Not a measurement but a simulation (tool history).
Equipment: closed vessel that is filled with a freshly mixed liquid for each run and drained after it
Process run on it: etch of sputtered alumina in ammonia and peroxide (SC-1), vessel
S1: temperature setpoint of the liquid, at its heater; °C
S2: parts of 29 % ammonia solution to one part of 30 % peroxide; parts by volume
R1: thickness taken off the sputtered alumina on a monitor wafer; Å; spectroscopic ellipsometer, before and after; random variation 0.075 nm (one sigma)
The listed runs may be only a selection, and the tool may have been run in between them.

run 1 hour=0.0 | S1=49.0 S2=0.55 time_in_the_liquid_(s)=510 | R1=220.62
run 2 hour=8.6 | S1=55.0 S2=0.55 time_in_the_liquid_(s)=510 | R1=304.94
run 3 hour=9.8 | S1=55.0 S2=0.35 time_in_the_liquid_(s)=510 | R1=293.43
run 4 hour=10.5 | S1=55.0 S2=0.35 time_in_the_liquid_(s)=385 | R1=222.29
run 5 hour=14.7 | S1=55.0 S2=0.55 time_in_the_liquid_(s)=385 | R1=231.04
run 6 hour=23.0 | S1=55.0 S2=0.55 time_in_the_liquid_(s)=510 | R1=304.96
run 7 hour=23.8 | S1=54.0 S2=0.55 time_in_the_liquid_(s)=510 | R1=290.47
run 8 hour=28.5 | S1=53.0 S2=0.55 time_in_the_liquid_(s)=510 | R1=275.11
run 9 hour=36.8 | S1=52.0 S2=0.55 time_in_the_liquid_(s)=510 | R1=260.69

Run 10 is up next; what results do you expect?
run 10 hour=40.8 | S1=51.5 S2=0.55 time_in_the_liquid_(s)=510 | R1=?

For run 10 the tool returned R1 250.90 Å.

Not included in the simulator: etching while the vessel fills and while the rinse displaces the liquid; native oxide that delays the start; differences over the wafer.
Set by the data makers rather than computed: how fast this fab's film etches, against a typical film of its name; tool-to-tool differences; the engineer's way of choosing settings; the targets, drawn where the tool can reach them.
